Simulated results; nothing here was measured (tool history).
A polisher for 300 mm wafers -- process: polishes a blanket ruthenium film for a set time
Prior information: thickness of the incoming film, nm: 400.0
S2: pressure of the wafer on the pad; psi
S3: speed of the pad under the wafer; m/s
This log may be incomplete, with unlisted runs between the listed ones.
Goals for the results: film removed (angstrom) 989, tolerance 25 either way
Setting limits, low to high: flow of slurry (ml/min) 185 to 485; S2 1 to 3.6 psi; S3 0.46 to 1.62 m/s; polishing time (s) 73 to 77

{"run": 1, "hour": 0.0, "flow of slurry (ml/min)": 310, "S2": 2.3, "S3": 1.04, "polishing time (s)": 73, "film removed (angstrom)": 1103.6}
{"run": 2, "hour": 5.3, "flow of slurry (ml/min)": 310, "S2": 2.3, "S3": 1.04, "polishing time (s)": 73, "film removed (angstrom)": 1099.6}
{"run": 3, "hour": 10.8, "flow of slurry (ml/min)": 310, "S2": 2.2, "S3": 1.04, "polishing time (s)": 73, "film removed (angstrom)": 1059.1}
{"run": 4, "hour": 17.9, "flow of slurry (ml/min)": 310, "S2": 2.1, "S3": 1.04, "polishing time (s)": 73, "film removed (angstrom)": 1034.3}
{"run": 5, "hour": 19.1, "flow of slurry (ml/min)": 310, "S2": 2.5, "S3": 1.04, "polishing time (s)": 73, "film removed (angstrom)": 1154.9}
{"run": 6, "hour": 21.7, "flow of slurry (ml/min)": 375, "S2": 2.5, "S3": 1.04, "polishing time (s)": 73, "film removed (angstrom)": 1156.8}
{"run": 7, "hour": 25.8, "flow of slurry (ml/min)": 375, "S2": 2.3, "S3": 1.04, "polishing time (s)": 73, "film removed (angstrom)": 1100.8}
{"run": 8, "hour": 28.3, "flow of slurry (ml/min)": 375, "S2": 2.2, "S3": 1.04, "polishing time (s)": 73, "film removed (angstrom)": 1083}
{"run": 9, "hour": 31.5, "flow of slurry (ml/min)": 375, "S2": 2.1, "S3": 1.04, "polishing time (s)": 73, "film removed (angstrom)": 1056.1}
{"run": 10, "hour": 35.3, "flow of slurry (ml/min)": 375, "S2": 2, "S3": 1.04, "polishing time (s)": 73, "film removed (angstrom)": 1030.8}
{"run": 11, "hour": 40.1, "flow of slurry (ml/min)": 375, "S2": 2, "S3": 1.04, "polishing time (s)": 73, "film removed (angstrom)": 1026.9}

Next run, 4 choices. One meets every target within its allowed miss, the rest don't. Which?
{"run": "A", "hour": 44.9, "flow of slurry (ml/min)": 410, "S2": 1.9, "S3": 1.04, "polishing time (s)": 76, "film removed (angstrom)": "?"}
{"run": "B", "hour": 44.9, "flow of slurry (ml/min)": 340, "S2": 1.9, "S3": 0.96, "polishing time (s)": 73, "film removed (angstrom)": "?"}
{"run": "C", "hour": 44.9, "flow of slurry (ml/min)": 380, "S2": 1.9, "S3": 1.04, "polishing time (s)": 73, "film removed (angstrom)": "?"}
{"run": "D", "hour": 44.9, "flow of slurry (ml/min)": 370, "S2": 2.2, "S3": 1.02, "polishing time (s)": 73, "film removed (angstrom)": "?"}

move=A film_removed_(angstrom)=1028.1
move=B film_removed_(angstrom)=928.94
move=C film_removed_(angstrom)=982.28
move=D film_removed_(angstrom)=1058.7
A: about as far from the targets as the last run
B: the result that was furthest off in the last run now lies on the other side of its target
C: in spec on every target
D: further off than the last run
The right move is C.

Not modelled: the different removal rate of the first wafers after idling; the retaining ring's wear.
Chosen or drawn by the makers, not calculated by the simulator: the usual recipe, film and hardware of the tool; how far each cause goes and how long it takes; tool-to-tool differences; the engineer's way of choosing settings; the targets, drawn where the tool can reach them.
